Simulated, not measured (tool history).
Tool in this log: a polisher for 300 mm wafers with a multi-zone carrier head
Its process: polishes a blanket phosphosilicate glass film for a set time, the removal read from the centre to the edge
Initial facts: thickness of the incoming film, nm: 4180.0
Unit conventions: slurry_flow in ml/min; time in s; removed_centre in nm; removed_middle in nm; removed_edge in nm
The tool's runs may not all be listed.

Run 1, day 0: slurry_flow 310 ml/min, centre_zone 1, middle_zone 1, edge_zone 1, slurry_solids 1, time 44 s. Result: removed_centre 525.23 nm, removed_middle 544.19 nm, removed_edge 536.69 nm.
Run 2, day 0.333: slurry_flow 315 ml/min, centre_zone 1.04, middle_zone 0.99, edge_zone 1.02, slurry_solids 1.1, time 45 s. Result: removed_centre 588.42 nm, removed_middle 574.7 nm, removed_edge 582.83 nm.
Run 3, day 0.667: slurry_flow 315 ml/min, centre_zone 1.04, middle_zone 0.99, edge_zone 1.02, slurry_solids 0.95, time 45 s. Result: removed_centre 526.98 nm, removed_middle 519.16 nm, removed_edge 543.47 nm.
Run 4, day 0.912: slurry_flow 315 ml/min, centre_zone 1.04, middle_zone 1.04, edge_zone 1.02, slurry_solids 0.95, time 45 s. Result: removed_centre 529.11 nm, removed_middle 546.99 nm, removed_edge 538.95 nm.
Run 5, day 0.975: slurry_flow 320 ml/min, centre_zone 1.07, middle_zone 1.03, edge_zone 1.03, slurry_solids 1.05, time 46 s. Result: removed_centre 593.38 nm, removed_middle 582.28 nm, removed_edge 581.89 nm.
Run 6, day 1.283: slurry_flow 320 ml/min, centre_zone 1.07, middle_zone 1.03, edge_zone 1.03, slurry_solids 0.95, time 46 s. Result: removed_centre 578.16 nm, removed_middle 546.82 nm, removed_edge 550.91 nm.

Run 7, settings as shown, results not yet in. Your forecast:
Run 7, day 1.65: slurry_flow 320 ml/min, centre_zone 1.09, middle_zone 1.02, edge_zone 1.05, slurry_solids 1.05, time 46 s. Result: removed_centre ?, removed_middle ?, removed_edge ?.

removed_centre: 603.02 nm
removed_middle: 585.1 nm
removed_edge: 597.46 nm
